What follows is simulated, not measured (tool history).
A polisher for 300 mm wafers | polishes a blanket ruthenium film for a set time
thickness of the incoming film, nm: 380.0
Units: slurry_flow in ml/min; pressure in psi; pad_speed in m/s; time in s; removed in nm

{"run": 1, "hour": 0.0, "slurry_flow": 160, "pressure": 1.6, "pad_speed": 0.92, "time": 65, "removed": 47.52}
{"run": 2, "hour": 6.8, "slurry_flow": 160, "pressure": 1.7, "pad_speed": 0.92, "time": 65, "removed": 49.334}
{"run": 3, "hour": 11.3, "slurry_flow": 160, "pressure": 1.8, "pad_speed": 0.92, "time": 65, "removed": 53.302}
{"run": 4, "hour": 11.9, "slurry_flow": 160, "pressure": 1.9, "pad_speed": 0.92, "time": 65, "removed": 54.203}
{"run": 5, "hour": 16.0, "slurry_flow": 160, "pressure": 1.9, "pad_speed": 0.92, "time": 68, "removed": 56.814}
{"run": 6, "hour": 20.7, "slurry_flow": 120, "pressure": 1.9, "pad_speed": 0.92, "time": 68, "removed": 54.957}
{"run": 7, "hour": 27.5, "slurry_flow": 120, "pressure": 2.0, "pad_speed": 0.92, "time": 68, "removed": 57.892}
{"run": 8, "hour": 33.5, "slurry_flow": 120, "pressure": 2.1, "pad_speed": 0.92, "time": 68, "removed": 58.218}

Forecast run 9:
{"run": 9, "hour": 36.2, "slurry_flow": 125, "pressure": 2.2, "pad_speed": 0.94, "time": 68, "removed": "?"}

{"run 9": {"removed": 63.388}}
